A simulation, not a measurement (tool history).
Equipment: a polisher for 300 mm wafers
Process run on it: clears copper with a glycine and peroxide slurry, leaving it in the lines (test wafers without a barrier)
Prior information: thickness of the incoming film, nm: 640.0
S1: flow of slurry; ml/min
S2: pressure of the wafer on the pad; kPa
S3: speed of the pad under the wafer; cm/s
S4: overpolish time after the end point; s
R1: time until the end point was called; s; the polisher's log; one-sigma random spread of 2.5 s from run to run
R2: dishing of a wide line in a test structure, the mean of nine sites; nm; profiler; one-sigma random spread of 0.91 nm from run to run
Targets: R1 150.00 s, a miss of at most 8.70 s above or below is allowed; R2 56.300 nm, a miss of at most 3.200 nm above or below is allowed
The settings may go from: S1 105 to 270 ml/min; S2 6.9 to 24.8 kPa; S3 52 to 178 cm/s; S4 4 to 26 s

Run 1, hour 0.0: S1 175 ml/min, S2 15.9 kPa, S3 114 cm/s, S4 13 s. Result: R1 137.06 s, R2 39.223 nm.
Run 2, hour 2.0: S1 175 ml/min, S2 15.9 kPa, S3 114 cm/s, S4 15 s. Result: R1 135.65 s, R2 45.686 nm.
Run 3, hour 3.0: S1 175 ml/min, S2 15.9 kPa, S3 114 cm/s, S4 10 s. Result: R1 138.80 s, R2 31.008 nm.
Run 4, hour 4.0: S1 175 ml/min, S2 15.2 kPa, S3 112 cm/s, S4 12 s. Result: R1 145.87 s, R2 35.699 nm.
At hour 5.6: head pressure recalibrated.
Run 5, hour 5.6: S1 200 ml/min, S2 15.2 kPa, S3 112 cm/s, S4 12 s. Result: R1 134.37 s, R2 36.767 nm.
Run 6, hour 8.9: S1 190 ml/min, S2 15.2 kPa, S3 112 cm/s, S4 14 s. Result: R1 131.01 s, R2 42.731 nm.
Run 7, hour 11.9: S1 175 ml/min, S2 15.2 kPa, S3 112 cm/s, S4 15 s. Result: R1 137.41 s, R2 44.030 nm.
Run 8, hour 17.5: S1 165 ml/min, S2 15.2 kPa, S3 110 cm/s, S4 16 s. Result: R1 134.88 s, R2 46.537 nm.

Next run, 5 choices. One meets every target within its allowed miss, the rest don't. Which?
Run A, hour 23.1: S1 140 ml/min, S2 13.1 kPa, S3 124 cm/s, S4 22 s. Result: R1 ?, R2 ?.
Run B, hour 23.1: S1 190 ml/min, S2 15.2 kPa, S3 110 cm/s, S4 24 s. Result: R1 ?, R2 ?.
Run C, hour 23.1: S1 195 ml/min, S2 13.1 kPa, S3 148 cm/s, S4 13 s. Result: R1 ?, R2 ?.
Run D, hour 23.1: S1 210 ml/min, S2 17.9 kPa, S3 110 cm/s, S4 20 s. Result: R1 ?, R2 ?.
Run E, hour 23.1: S1 165 ml/min, S2 16.5 kPa, S3 86 cm/s, S4 15 s. Result: R1 ?, R2 ?.

move      R1      R2
   A  148.40  55.635
   B  137.49  63.800
   C  121.19  42.651
   D  118.27  62.775
   E  159.54  38.977
A: hits every target within its allowed miss
B: takes the result that was furthest off past its target
C: the biggest miss grows against the last run
D: takes the result that was furthest off past its target
E: the biggest miss grows against the last run
Answer: A
